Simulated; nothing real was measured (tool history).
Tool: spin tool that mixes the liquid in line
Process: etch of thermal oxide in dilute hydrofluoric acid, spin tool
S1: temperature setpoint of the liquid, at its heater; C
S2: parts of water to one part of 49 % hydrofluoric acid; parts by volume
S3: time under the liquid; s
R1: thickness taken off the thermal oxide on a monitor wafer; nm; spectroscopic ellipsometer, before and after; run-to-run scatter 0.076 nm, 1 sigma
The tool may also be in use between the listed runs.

run,hour,S1,S2,S3,R1
1,0.0,24.0,80,325,20.187
2,8.8,24.0,95,325,16.713
3,11.1,24.0,95,345,17.741
4,19.4,24.0,95,325,16.633
5,23.1,25.0,95,325,17.460
6,24.5,25.0,95,325,17.372
7,32.5,26.0,95,325,18.045
8,41.0,26.5,95,325,18.405
9,49.4,27.0,95,325,18.788
10,57.4,27.5,95,325,19.169
11,65.6,28.0,95,325,19.526

Run 12 is up next; what results do you expect?
12,66.5,28.5,95,325,?

R1: 19.929 nm
